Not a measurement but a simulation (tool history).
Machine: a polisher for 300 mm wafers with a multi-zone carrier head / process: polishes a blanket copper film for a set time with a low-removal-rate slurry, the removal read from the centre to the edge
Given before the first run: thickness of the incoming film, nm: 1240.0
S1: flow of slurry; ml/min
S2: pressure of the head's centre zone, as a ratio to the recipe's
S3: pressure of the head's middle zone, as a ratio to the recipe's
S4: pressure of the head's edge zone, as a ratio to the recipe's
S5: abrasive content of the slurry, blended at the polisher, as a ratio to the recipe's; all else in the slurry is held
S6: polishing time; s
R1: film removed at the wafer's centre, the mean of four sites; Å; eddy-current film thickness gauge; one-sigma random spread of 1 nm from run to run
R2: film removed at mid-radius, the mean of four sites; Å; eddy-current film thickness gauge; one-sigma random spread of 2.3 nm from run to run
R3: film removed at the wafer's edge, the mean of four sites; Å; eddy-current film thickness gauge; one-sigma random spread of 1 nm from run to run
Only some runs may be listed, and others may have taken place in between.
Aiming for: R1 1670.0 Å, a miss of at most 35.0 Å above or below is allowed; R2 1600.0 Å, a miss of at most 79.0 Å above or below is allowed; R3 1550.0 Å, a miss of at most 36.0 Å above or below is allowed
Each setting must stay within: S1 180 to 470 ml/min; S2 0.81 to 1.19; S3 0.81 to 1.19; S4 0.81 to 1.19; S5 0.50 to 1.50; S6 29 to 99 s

run 1 hour=0.0 | S1=300 S2=1.00 S3=1.00 S4=1.00 S5=1.00 S6=64 | R1=1401.8 R2=1372.3 R3=1292.6
run 2 hour=3.0 | S1=240 S2=1.00 S3=1.00 S4=1.00 S5=1.00 S6=64 | R1=1378.6 R2=1316.2 R3=1287.3
run 3 hour=11.8 | S1=250 S2=1.02 S3=1.02 S4=1.05 S5=1.15 S6=64 | R1=1455.0 R2=1438.5 R3=1388.7
run 4 hour=16.2 | S1=250 S2=1.06 S3=1.02 S4=1.05 S5=1.15 S6=64 | R1=1523.4 R2=1393.7 R3=1369.9
run 5 hour=17.8 | S1=250 S2=1.06 S3=1.02 S4=1.05 S5=1.30 S6=64 | R1=1569.0 R2=1501.5 R3=1404.2
run 6 hour=21.5 | S1=270 S2=1.07 S3=1.03 S4=1.09 S5=1.30 S6=64 | R1=1581.0 R2=1469.9 R3=1461.1
-- hour=28.0 edge zone pressure recalibrated
run 7 hour=28.0 | S1=275 S2=1.08 S3=1.05 S4=1.10 S5=1.35 S6=64 | R1=1625.2 R2=1525.7 R3=1551.4
run 8 hour=34.3 | S1=275 S2=1.08 S3=1.06 S4=1.09 S5=1.35 S6=64 | R1=1623.1 R2=1569.0 R3=1535.3

Of the 4 settings listed for the next run, only one would bring every result within its allowed miss of target. Which one?
run A hour=40.6 | S1=270 S2=1.05 S3=1.02 S4=1.19 S5=1.25 S6=65 | R1=? R2=? R3=?
run B hour=40.6 | S1=180 S2=1.05 S3=1.01 S4=0.98 S5=1.50 S6=68 | R1=? R2=? R3=?
run C hour=40.6 | S1=285 S2=1.03 S3=1.18 S4=0.96 S5=1.50 S6=67 | R1=? R2=? R3=?
run D hour=40.6 | S1=360 S2=1.13 S3=1.09 S4=1.19 S5=1.00 S6=70 | R1=? R2=? R3=?

move=A R1=1571.1 R2=1497.0 R3=1598.4
move=B R1=1658.4 R2=1576.8 R3=1550.1
move=C R1=1675.5 R2=1788.1 R3=1555.2
move=D R1=1758.1 R2=1618.6 R3=1647.5
A: moves away from the targets compared with the last run
B: every result lands within tolerance
C: the worst result of the last run now meets its target, but another is out of spec
D: the result that was furthest off in the last run now lies on the other side of its target
B meets every target.
